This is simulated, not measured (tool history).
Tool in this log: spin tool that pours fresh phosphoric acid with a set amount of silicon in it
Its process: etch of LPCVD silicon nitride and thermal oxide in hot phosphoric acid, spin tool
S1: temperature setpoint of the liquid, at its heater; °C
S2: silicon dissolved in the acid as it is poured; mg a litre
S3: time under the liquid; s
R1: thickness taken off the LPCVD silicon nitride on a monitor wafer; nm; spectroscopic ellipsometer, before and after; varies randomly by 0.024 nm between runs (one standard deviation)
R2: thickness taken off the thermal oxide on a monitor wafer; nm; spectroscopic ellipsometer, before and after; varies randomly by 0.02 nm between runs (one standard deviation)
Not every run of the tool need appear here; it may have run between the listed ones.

{"run": 1, "hour": 0.0, "S1": 163.0, "S2": 12.5, "S3": 80, "R1": 6.734, "R2": 0.20844}
{"run": 2, "hour": 4.0, "S1": 164.0, "S2": 12.5, "S3": 80, "R1": 7.0124, "R2": 0.29122}
{"run": 3, "hour": 10.6, "S1": 164.0, "S2": 12.5, "S3": 60, "R1": 5.2506, "R2": 0.17822}
{"run": 4, "hour": 19.2, "S1": 164.0, "S2": 18.0, "S3": 60, "R1": 5.2279, "R2": 0.13464}
{"run": 5, "hour": 20.1, "S1": 164.0, "S2": 18.0, "S3": 25, "R1": 2.2101, "R2": 0.066828}
{"run": 6, "hour": 21.8, "S1": 165.5, "S2": 18.0, "S3": 25, "R1": 2.2834, "R2": 0.045926}
{"run": 7, "hour": 28.0, "S1": 164.5, "S2": 14.5, "S3": 65, "R1": 5.8265, "R2": 0.20439}
{"run": 8, "hour": 34.7, "S1": 163.5, "S2": 14.5, "S3": 65, "R1": 5.5874, "R2": 0.14467}

The next listed run, before its measurement:
{"run": 9, "hour": 42.1, "S1": 163.5, "S2": 14.5, "S3": 60, "R1": "?", "R2": "?"}

R1: 5.1491 nm
R2: 0.083833 nm
